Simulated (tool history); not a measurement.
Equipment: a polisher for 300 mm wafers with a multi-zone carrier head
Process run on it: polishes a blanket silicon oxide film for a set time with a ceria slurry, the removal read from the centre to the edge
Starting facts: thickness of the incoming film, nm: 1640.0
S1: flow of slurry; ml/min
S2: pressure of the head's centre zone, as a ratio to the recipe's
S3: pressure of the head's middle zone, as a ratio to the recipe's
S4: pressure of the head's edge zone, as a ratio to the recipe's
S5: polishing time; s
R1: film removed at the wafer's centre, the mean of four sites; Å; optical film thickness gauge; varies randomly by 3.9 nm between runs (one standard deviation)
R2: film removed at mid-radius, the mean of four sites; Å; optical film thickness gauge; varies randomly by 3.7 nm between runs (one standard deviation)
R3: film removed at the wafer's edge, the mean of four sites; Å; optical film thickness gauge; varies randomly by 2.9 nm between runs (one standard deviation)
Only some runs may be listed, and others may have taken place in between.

run  hour   S1    S2  S3    S4  S5      R1      R2      R3
  1     0  145     1   1     1  54  2458.2  2324.4    2321
  2   7.3  145     1   1     1  65  2999.3  2784.7  2772.1
  3   7.9  145     1   1  1.07  65    2970  2752.3  2882.9
  4  13.8  145     1   1     1  65  3019.8    2736  2816.4
  5  19.7  155  0.96   1  1.05  66  2929.2  2808.7  2910.6
  6  24.9  155  0.96   1  1.13  66  2968.2  2823.1    3005
  7  31.3  155  0.93   1  1.15  68  2906.1  2901.8  3197.4

Forecast run 8:
  8  36.8  155  0.92  1.01  1.16  68   ?   ?   ?

R1: 2848.9 Å
R2: 2944 Å
R3: 3092.4 Å
